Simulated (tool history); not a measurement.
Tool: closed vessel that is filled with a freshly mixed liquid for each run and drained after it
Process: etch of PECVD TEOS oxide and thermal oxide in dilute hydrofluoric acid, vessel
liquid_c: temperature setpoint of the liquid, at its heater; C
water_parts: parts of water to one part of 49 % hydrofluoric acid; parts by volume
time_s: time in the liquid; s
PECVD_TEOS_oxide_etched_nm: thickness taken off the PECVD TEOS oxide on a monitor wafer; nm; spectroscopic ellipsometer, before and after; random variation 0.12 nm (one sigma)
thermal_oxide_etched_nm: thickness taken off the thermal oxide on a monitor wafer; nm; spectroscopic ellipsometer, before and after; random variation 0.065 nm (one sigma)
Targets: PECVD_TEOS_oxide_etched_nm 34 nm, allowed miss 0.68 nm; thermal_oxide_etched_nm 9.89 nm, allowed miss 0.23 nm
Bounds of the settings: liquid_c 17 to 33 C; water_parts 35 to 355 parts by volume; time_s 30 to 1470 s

run 1 hour=0 | liquid_c=25 water_parts=195 time_s=750 | PECVD_TEOS_oxide_etched_nm=56.178 thermal_oxide_etched_nm=16.383
run 2 hour=0.6 | liquid_c=23 water_parts=205 time_s=750 | PECVD_TEOS_oxide_etched_nm=49.082 thermal_oxide_etched_nm=14.451
run 3 hour=1.8 | liquid_c=22 water_parts=210 time_s=750 | PECVD_TEOS_oxide_etched_nm=45.919 thermal_oxide_etched_nm=13.27
run 4 hour=3.8 | liquid_c=20 water_parts=210 time_s=750 | PECVD_TEOS_oxide_etched_nm=42.587 thermal_oxide_etched_nm=12.344
run 5 hour=12.1 | liquid_c=19.5 water_parts=215 time_s=750 | PECVD_TEOS_oxide_etched_nm=40.424 thermal_oxide_etched_nm=11.661
run 6 hour=20.7 | liquid_c=19 water_parts=220 time_s=750 | PECVD_TEOS_oxide_etched_nm=38.656 thermal_oxide_etched_nm=11.248
run 7 hour=28.3 | liquid_c=18.5 water_parts=220 time_s=750 | PECVD_TEOS_oxide_etched_nm=37.966 thermal_oxide_etched_nm=11.089
run 8 hour=34.6 | liquid_c=18 water_parts=220 time_s=750 | PECVD_TEOS_oxide_etched_nm=37.059 thermal_oxide_etched_nm=10.7

4 next moves are on the table. One of them brings every result within its allowed miss. Which?
run A hour=40.9 | liquid_c=33 water_parts=355 time_s=725 | PECVD_TEOS_oxide_etched_nm=? thermal_oxide_etched_nm=?
run B hour=40.9 | liquid_c=21 water_parts=260 time_s=745 | PECVD_TEOS_oxide_etched_nm=? thermal_oxide_etched_nm=?
run C hour=40.9 | liquid_c=23 water_parts=185 time_s=525 | PECVD_TEOS_oxide_etched_nm=? thermal_oxide_etched_nm=?
run D hour=40.9 | liquid_c=17 water_parts=195 time_s=740 | PECVD_TEOS_oxide_etched_nm=? thermal_oxide_etched_nm=?

move=A PECVD_TEOS_oxide_etched_nm=32.494 thermal_oxide_etched_nm=9.4832
move=B PECVD_TEOS_oxide_etched_nm=33.696 thermal_oxide_etched_nm=9.834
move=C PECVD_TEOS_oxide_etched_nm=38.77 thermal_oxide_etched_nm=11.315
move=D PECVD_TEOS_oxide_etched_nm=40.658 thermal_oxide_etched_nm=11.866
A: takes the result that was furthest off past its target
B: meets every target
C: further off than the last run
D: further off than the last run
Answer: B
